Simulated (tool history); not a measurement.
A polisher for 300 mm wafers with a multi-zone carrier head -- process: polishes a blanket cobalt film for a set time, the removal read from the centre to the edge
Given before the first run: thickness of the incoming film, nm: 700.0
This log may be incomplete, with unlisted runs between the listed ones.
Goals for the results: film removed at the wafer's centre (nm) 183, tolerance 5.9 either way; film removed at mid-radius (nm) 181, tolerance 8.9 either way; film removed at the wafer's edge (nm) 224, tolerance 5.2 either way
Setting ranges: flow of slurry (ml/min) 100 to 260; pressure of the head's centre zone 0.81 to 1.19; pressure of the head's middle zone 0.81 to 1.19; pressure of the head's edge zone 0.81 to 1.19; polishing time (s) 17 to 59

| run | hour | flow of slurry (ml/min) | pressure of the head's centre zone | pressure of the head's middle zone | pressure of the head's edge zone | polishing time (s) | film removed at the wafer's centre (nm) | film removed at mid-radius (nm) | film removed at the wafer's edge (nm) |
|---|---|---|---|---|---|---|---|---|---|
| 1 | 0 | 165 | 1 | 1 | 1 | 38 | 302.07 | 283.24 | 285.99 |
| 2 | 6.4 | 150 | 0.94 | 0.95 | 1.02 | 35 | 259.38 | 242.57 | 262.72 |
| 3 | 10.2 | 135 | 0.9 | 0.93 | 1.05 | 33 | 226.55 | 220.27 | 248.71 |
| 4 | 16.4 | 135 | 0.9 | 0.93 | 1.05 | 27 | 186.66 | 183.7 | 200.78 |
| 5 | 22.9 | 135 | 0.9 | 0.89 | 1.05 | 27 | 189.06 | 169.98 | 201.18 |
| 6 | 31.8 | 135 | 0.9 | 0.89 | 1.09 | 27 | 185.53 | 178.92 | 209.37 |
| 7 | 33.7 | 140 | 0.89 | 0.88 | 1.11 | 27 | 185.63 | 173.18 | 211.15 |
| 8 | 42.3 | 145 | 0.88 | 0.88 | 1.13 | 27 | 180.28 | 170.31 | 213.37 |
| 9 | 45.9 | 175 | 0.87 | 0.93 | 1.17 | 28 | 198.25 | 190.54 | 230.63 |
| 10 | 47.3 | 165 | 0.86 | 0.92 | 1.17 | 28 | 192.46 | 195.45 | 227.57 |
| 11 | 48.5 | 160 | 0.86 | 0.9 | 1.17 | 28 | 193.12 | 189.1 | 227.56 |

Which one of the following 5 next-run settings gets every result inside its allowed miss? There is exactly one.
| A | 49.7 | 130 | 0.92 | 0.86 | 1.08 | 30 | ? | ? | ? |
| B | 49.7 | 130 | 0.84 | 0.88 | 1.14 | 29 | ? | ? | ? |
| C | 49.7 | 160 | 0.93 | 0.86 | 1.16 | 28 | ? | ? | ? |
| D | 49.7 | 165 | 0.92 | 0.87 | 1.19 | 28 | ? | ? | ? |
| E | 49.7 | 150 | 0.94 | 0.94 | 1.14 | 29 | ? | ? | ? |

| move | film removed at the wafer's centre (nm) | film removed at mid-radius (nm) | film removed at the wafer's edge (nm) |
|---|---|---|---|
| A | 204.84 | 183.42 | 226.65 |
| B | 180.78 | 180.77 | 225.14 |
| C | 203.77 | 179.33 | 226.84 |
| D | 202.95 | 182.14 | 230.85 |
| E | 210.26 | 197.32 | 230.36 |
A: lands further from the targets than the last run did
B: each result inside its tolerance
C: lands further from the targets than the last run did
D: lands further from the targets than the last run did
E: lands further from the targets than the last run did
Answer: B

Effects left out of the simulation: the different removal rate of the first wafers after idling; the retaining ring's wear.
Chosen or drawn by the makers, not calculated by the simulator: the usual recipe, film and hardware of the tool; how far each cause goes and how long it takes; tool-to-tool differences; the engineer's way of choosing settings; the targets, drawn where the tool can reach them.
